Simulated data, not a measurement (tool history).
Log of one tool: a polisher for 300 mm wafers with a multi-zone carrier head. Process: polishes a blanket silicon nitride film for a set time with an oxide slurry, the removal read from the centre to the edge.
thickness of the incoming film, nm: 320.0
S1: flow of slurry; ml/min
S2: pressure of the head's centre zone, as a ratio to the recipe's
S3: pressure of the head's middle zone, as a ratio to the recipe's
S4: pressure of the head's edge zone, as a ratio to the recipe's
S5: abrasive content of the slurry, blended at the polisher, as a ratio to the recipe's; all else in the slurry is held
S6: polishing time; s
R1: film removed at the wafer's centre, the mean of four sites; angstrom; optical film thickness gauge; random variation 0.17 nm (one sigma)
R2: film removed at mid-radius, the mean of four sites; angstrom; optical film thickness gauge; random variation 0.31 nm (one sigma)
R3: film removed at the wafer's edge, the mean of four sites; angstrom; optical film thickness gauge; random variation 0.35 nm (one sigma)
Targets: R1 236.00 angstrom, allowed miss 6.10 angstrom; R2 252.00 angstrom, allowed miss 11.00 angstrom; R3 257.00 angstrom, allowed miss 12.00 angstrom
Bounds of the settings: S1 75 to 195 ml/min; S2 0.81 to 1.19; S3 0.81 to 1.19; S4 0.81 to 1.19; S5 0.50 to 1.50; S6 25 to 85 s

| run | day | S1 | S2 | S3 | S4 | S5 | S6 | R1 | R2 | R3 |
|---|---|---|---|---|---|---|---|---|---|---|
| 1 | 0.000 | 125 | 1.00 | 1.00 | 1.00 | 1.00 | 55 | 336.68 | 341.97 | 337.80 |
| 2 | 0.100 | 125 | 1.05 | 1.00 | 1.00 | 1.00 | 55 | 348.31 | 330.14 | 342.82 |
| 3 | 0.167 | 115 | 1.01 | 0.97 | 0.99 | 0.90 | 55 | 314.90 | 308.84 | 319.52 |
| 4 | 0.354 | 110 | 0.98 | 0.95 | 0.97 | 0.85 | 55 | 288.99 | 290.48 | 307.46 |
| 5 | 0.546 | 110 | 0.97 | 0.95 | 0.94 | 0.80 | 55 | 281.91 | 272.27 | 281.60 |
| 6 | 0.754 | 105 | 0.95 | 0.95 | 0.93 | 0.80 | 55 | 271.46 | 273.58 | 279.67 |
| 7 | 0.975 | 100 | 0.93 | 0.94 | 0.92 | 0.80 | 55 | 257.45 | 268.69 | 275.34 |
| 8 | 1.138 | 95 | 0.93 | 0.94 | 0.91 | 0.80 | 55 | 254.23 | 265.66 | 278.18 |
| 9 | 1.362 | 95 | 0.92 | 0.94 | 0.89 | 0.80 | 55 | 251.52 | 265.50 | 271.41 |
| 10 | 1.700 | 95 | 0.92 | 0.94 | 0.89 | 0.80 | 55 | 251.03 | 268.69 | 269.75 |
| 11 | 2.012 | 90 | 0.92 | 0.93 | 0.88 | 0.80 | 55 | 248.03 | 255.92 | 263.49 |

4 next moves are on the table. One of them brings every result within its allowed miss. Which?
| A | 2.325 | 145 | 0.86 | 1.13 | 0.81 | 0.65 | 51 | ? | ? | ? |
| B | 2.325 | 75 | 0.97 | 1.00 | 0.93 | 0.90 | 51 | ? | ? | ? |
| C | 2.325 | 105 | 0.93 | 0.83 | 0.94 | 0.95 | 45 | ? | ? | ? |
| D | 2.325 | 75 | 0.85 | 0.86 | 0.92 | 0.85 | 60 | ? | ? | ? |

| move | R1 | R2 | R3 |
|---|---|---|---|
| A | 219.18 | 280.01 | 229.32 |
| B | 234.69 | 248.72 | 257.51 |
| C | 234.98 | 217.84 | 254.41 |
| D | 235.94 | 250.54 | 293.05 |
A: takes the result that was furthest off past its target
B: meets every target
C: brings the result that was furthest off to its target, and leaves another outside
D: brings the result that was furthest off to its target, and leaves another outside
Answer: B
